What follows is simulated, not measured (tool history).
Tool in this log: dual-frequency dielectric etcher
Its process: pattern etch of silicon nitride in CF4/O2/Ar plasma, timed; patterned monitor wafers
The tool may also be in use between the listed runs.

| run | hour | source power (kW) | bias power (kW) | Ar flow (sccm) | CF4 flow (sccm) | etch time (s) | mean etch depth across the wafer (Å) |
|---|---|---|---|---|---|---|---|
| 1 | 0 | 0.59 | 0.046 | 135 | 77 | 406 | 8420.3 |
| 2 | 8.7 | 0.58 | 0.046 | 135 | 77 | 406 | 8281.7 |
| 3 | 16.1 | 0.58 | 0.046 | 150 | 77 | 406 | 8178.3 |
| 4 | 25.1 | 0.57 | 0.046 | 150 | 77 | 406 | 8063.9 |
| 5 | 32.8 | 0.57 | 0.046 | 164 | 77 | 406 | 7953.5 |
| 6 | 41.1 | 0.57 | 0.05 | 164 | 77 | 406 | 8197.2 |
| 7 | 48.3 | 0.56 | 0.05 | 164 | 77 | 406 | 8066.8 |
| 8 | 52 | 0.55 | 0.05 | 164 | 77 | 406 | 7912.7 |

Run 9 has not been measured yet. What should we expect?
| 9 | 58.4 | 0.54 | 0.05 | 164 | 77 | 406 | ? |

mean etch depth across the wafer (Å): 7843.8
